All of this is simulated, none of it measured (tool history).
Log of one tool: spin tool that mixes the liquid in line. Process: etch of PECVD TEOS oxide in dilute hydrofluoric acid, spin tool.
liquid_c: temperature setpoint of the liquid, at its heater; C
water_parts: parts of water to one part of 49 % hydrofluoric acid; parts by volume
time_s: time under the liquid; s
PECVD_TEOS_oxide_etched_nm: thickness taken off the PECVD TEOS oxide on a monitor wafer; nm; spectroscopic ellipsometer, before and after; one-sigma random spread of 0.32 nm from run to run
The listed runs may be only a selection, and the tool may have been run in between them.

| run | hour | liquid_c | water_parts | time_s | PECVD_TEOS_oxide_etched_nm |
|---|---|---|---|---|---|
| 1 | 0 | 23 | 145 | 305 | 22.586 |
| 2 | 7.9 | 24.5 | 140 | 305 | 25.254 |
| 3 | 9.4 | 25.5 | 140 | 305 | 25.877 |
| 4 | 14.9 | 26.5 | 140 | 305 | 27.478 |
| 5 | 18.1 | 27.5 | 140 | 305 | 27.767 |
| 6 | 19.7 | 28 | 140 | 305 | 28.515 |

Run 7 has not been measured yet. What should we expect?
| 7 | 26 | 28.5 | 140 | 305 | ? |

Run 7 yielded PECVD_TEOS_oxide_etched_nm 29.247 nm.
